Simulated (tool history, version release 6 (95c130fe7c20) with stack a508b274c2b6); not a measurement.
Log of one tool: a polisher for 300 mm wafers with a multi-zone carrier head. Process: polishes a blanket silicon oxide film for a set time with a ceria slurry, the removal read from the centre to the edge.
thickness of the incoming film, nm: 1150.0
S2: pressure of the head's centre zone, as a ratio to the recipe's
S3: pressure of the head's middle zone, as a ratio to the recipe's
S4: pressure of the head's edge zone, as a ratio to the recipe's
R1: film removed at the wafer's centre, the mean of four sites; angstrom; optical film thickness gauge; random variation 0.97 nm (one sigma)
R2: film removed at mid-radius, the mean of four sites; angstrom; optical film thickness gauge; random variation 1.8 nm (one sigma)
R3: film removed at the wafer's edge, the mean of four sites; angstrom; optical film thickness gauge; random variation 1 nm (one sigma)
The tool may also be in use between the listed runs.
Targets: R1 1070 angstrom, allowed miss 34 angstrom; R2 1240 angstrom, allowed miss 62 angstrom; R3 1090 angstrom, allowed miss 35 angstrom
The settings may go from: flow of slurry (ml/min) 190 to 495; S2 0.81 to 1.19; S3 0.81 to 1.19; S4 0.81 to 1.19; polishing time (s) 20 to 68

Run 1, day 0: flow of slurry (ml/min) 320, S2 1, S3 1, S4 1, polishing time (s) 44. Result: R1 1786.7 angstrom, R2 1782.2 angstrom, R3 1754.7 angstrom.
Run 2, day 0.217: flow of slurry (ml/min) 320, S2 0.98, S3 1.01, S4 0.98, polishing time (s) 41. Result: R1 1630.2 angstrom, R2 1672.3 angstrom, R3 1618.4 angstrom.
Run 3, day 0.467: flow of slurry (ml/min) 320, S2 0.97, S3 1.02, S4 0.96, polishing time (s) 39. Result: R1 1561.7 angstrom, R2 1580.8 angstrom, R3 1554.9 angstrom.
Run 4, day 0.662: flow of slurry (ml/min) 320, S2 0.89, S3 1.02, S4 0.96, polishing time (s) 39. Result: R1 1458.2 angstrom, R2 1614.2 angstrom, R3 1541.1 angstrom.
Run 5, day 0.742: flow of slurry (ml/min) 320, S2 0.89, S3 1.03, S4 0.94, polishing time (s) 37. Result: R1 1404 angstrom, R2 1561.9 angstrom, R3 1469.4 angstrom.
Run 6, day 0.796: flow of slurry (ml/min) 320, S2 0.89, S3 1.03, S4 0.87, polishing time (s) 37. Result: R1 1393.5 angstrom, R2 1523.4 angstrom, R3 1427.9 angstrom.
Run 7, day 1.025: flow of slurry (ml/min) 315, S2 0.88, S3 1.1, S4 0.81, polishing time (s) 25. Result: R1 935.8 angstrom, R2 1075.6 angstrom, R3 917.57 angstrom.
Run 8, day 1.129: flow of slurry (ml/min) 325, S2 0.88, S3 1.1, S4 0.83, polishing time (s) 25. Result: R1 939.92 angstrom, R2 1106 angstrom, R3 932.91 angstrom.
Run 9, day 1.262: flow of slurry (ml/min) 335, S2 0.89, S3 1.1, S4 0.85, polishing time (s) 25. Result: R1 926.34 angstrom, R2 1104.9 angstrom, R3 946.27 angstrom.
Run 10, day 1.529: flow of slurry (ml/min) 340, S2 0.9, S3 1.1, S4 0.86, polishing time (s) 26. Result: R1 986.79 angstrom, R2 1157.1 angstrom, R3 990.29 angstrom.
Run 11, day 1.592: flow of slurry (ml/min) 355, S2 0.91, S3 1.1, S4 0.87, polishing time (s) 26. Result: R1 991.05 angstrom, R2 1144.1 angstrom, R3 977.19 angstrom.
Run 12, day 1.717: flow of slurry (ml/min) 355, S2 0.91, S3 1.1, S4 0.88, polishing time (s) 26. Result: R1 992.18 angstrom, R2 1161.7 angstrom, R3 981.89 angstrom.
Run 13, day 1.967: flow of slurry (ml/min) 360, S2 0.91, S3 1.09, S4 0.89, polishing time (s) 26. Result: R1 1005 angstrom, R2 1161.4 angstrom, R3 1005.7 angstrom.
Run 14, day 2.254: flow of slurry (ml/min) 365, S2 0.91, S3 1.09, S4 0.9, polishing time (s) 26. Result: R1 999.99 angstrom, R2 1172.2 angstrom, R3 1015.5 angstrom.
Run 15, day 2.275: flow of slurry (ml/min) 370, S2 0.91, S3 1.09, S4 0.91, polishing time (s) 26. Result: R1 1013.9 angstrom, R2 1132.2 angstrom, R3 1002.2 angstrom.
Run 16, day 2.617: flow of slurry (ml/min) 365, S2 0.91, S3 1.09, S4 0.92, polishing time (s) 26. Result: R1 1010.6 angstrom, R2 1167.6 angstrom, R3 1011.9 angstrom.

Which of these 5 next moves meets every target?
Run A, day 2.958: flow of slurry (ml/min) 340, S2 0.85, S3 0.91, S4 0.95, polishing time (s) 27. Result: R1 ?, R2 ?, R3 ?.
Run B, day 2.958: flow of slurry (ml/min) 345, S2 0.84, S3 1.19, S4 0.81, polishing time (s) 25. Result: R1 ?, R2 ?, R3 ?.
Run C, day 2.958: flow of slurry (ml/min) 395, S2 0.84, S3 1.12, S4 0.85, polishing time (s) 26. Result: R1 ?, R2 ?, R3 ?.
Run D, day 2.958: flow of slurry (ml/min) 245, S2 0.86, S3 1.04, S4 0.84, polishing time (s) 30. Result: R1 ?, R2 ?, R3 ?.
Run E, day 2.958: flow of slurry (ml/min) 365, S2 0.81, S3 1.04, S4 0.91, polishing time (s) 28. Result: R1 ?, R2 ?, R3 ?.

move      R1      R2      R3
   A  991.05  1026.3  1066.1
   B  914.25  1195.3  915.87
   C  962.49  1193.4  982.56
   D  1064.9  1229.2  1086.5
   E  1006.4  1198.6  1087.1
A: brings the result that was furthest off to its target, and leaves another outside
B: further off than the last run
C: further off than the last run
D: meets every target
E: brings the result that was furthest off to its target, and leaves another outside
Answer: D
